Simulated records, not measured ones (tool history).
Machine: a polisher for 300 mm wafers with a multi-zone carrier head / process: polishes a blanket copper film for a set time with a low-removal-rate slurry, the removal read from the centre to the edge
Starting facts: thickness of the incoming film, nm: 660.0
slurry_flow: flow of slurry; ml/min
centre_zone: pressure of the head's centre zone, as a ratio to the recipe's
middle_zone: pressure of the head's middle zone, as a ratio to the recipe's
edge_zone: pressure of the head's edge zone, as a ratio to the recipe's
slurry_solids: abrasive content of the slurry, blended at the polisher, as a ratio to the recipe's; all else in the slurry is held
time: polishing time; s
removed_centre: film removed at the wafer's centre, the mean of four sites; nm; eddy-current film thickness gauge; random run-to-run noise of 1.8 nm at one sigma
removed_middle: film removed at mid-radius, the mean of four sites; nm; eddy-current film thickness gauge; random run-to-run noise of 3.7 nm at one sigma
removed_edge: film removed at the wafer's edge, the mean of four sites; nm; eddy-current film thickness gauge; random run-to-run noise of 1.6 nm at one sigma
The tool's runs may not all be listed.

run	hour	slurry_flow	centre_zone	middle_zone	edge_zone	slurry_solids	time	removed_centre	removed_middle	removed_edge
1	0	130	1	1	1	1	89	195.43	197.73	199.08
2	7.4	130	1	1	1	1	99	216.27	216.86	221.03
3	13.9	130	1	1	0.93	1	99	217.71	220.59	213.82
4	21.1	135	1	1.02	0.95	1.05	99	219.95	223.36	215.09
5	22.4	140	1	1.04	0.97	1.1	100	226.53	236.55	223.13
6	25.4	145	1	1.05	0.99	1.15	100	230.4	238.66	232.8

What will run 7 give?
7	31.5	150	1	1.06	1	1.15	100	?	?	?

Run 7 measured removed_centre 235.04 nm, removed_middle 251.11 nm, removed_edge 233.75 nm.
